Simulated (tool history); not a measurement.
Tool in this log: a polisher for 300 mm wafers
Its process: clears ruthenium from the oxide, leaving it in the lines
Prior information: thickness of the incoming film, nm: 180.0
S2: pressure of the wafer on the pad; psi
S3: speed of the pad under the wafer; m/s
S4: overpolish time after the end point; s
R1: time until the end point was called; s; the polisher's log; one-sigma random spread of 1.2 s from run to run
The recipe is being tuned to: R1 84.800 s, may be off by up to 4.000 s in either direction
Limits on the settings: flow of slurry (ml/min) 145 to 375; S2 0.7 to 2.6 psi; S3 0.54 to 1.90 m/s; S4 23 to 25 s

Run 1, day 0.000: flow of slurry (ml/min) 240, S2 1.6 psi, S3 1.22 m/s, S4 23 s. Result: R1 131.610 s.
Run 2, day 0.096: flow of slurry (ml/min) 240, S2 1.8 psi, S3 1.22 m/s, S4 23 s. Result: R1 121.940 s.
Run 3, day 0.404: flow of slurry (ml/min) 270, S2 1.8 psi, S3 1.22 m/s, S4 23 s. Result: R1 121.740 s.
Run 4, day 0.512: flow of slurry (ml/min) 270, S2 1.8 psi, S3 1.34 m/s, S4 23 s. Result: R1 109.890 s.
Run 5, day 0.867: flow of slurry (ml/min) 270, S2 1.9 psi, S3 1.34 m/s, S4 23 s. Result: R1 106.330 s.
Run 6, day 1.071: flow of slurry (ml/min) 270, S2 2.0 psi, S3 1.34 m/s, S4 23 s. Result: R1 103.900 s.
Run 7, day 1.238: flow of slurry (ml/min) 270, S2 2.1 psi, S3 1.36 m/s, S4 23 s. Result: R1 98.714 s.
Run 8, day 1.429: flow of slurry (ml/min) 270, S2 2.2 psi, S3 1.36 m/s, S4 23 s. Result: R1 95.831 s.
Run 9, day 1.688: flow of slurry (ml/min) 270, S2 2.3 psi, S3 1.36 m/s, S4 23 s. Result: R1 91.347 s.

Which one of the following 4 next-run settings gets every result inside its allowed miss? There is exactly one.
Run A, day 1.946: flow of slurry (ml/min) 255, S2 2.2 psi, S3 1.22 m/s, S4 23 s. Result: R1 ?.
Run B, day 1.946: flow of slurry (ml/min) 245, S2 2.5 psi, S3 1.40 m/s, S4 23 s. Result: R1 ?.
Run C, day 1.946: flow of slurry (ml/min) 250, S2 2.2 psi, S3 1.42 m/s, S4 25 s. Result: R1 ?.
Run D, day 1.946: flow of slurry (ml/min) 275, S2 2.4 psi, S3 1.58 m/s, S4 23 s. Result: R1 ?.

move       R1
   A  106.680
   B   85.393
   C   92.257
   D   77.219
A: lands further from the targets than the last run did
B: hits every target within its allowed miss
C: lands further from the targets than the last run did
D: takes the biggest miss from the last run beyond its target
So the answer is move B, the one that meets all the targets.
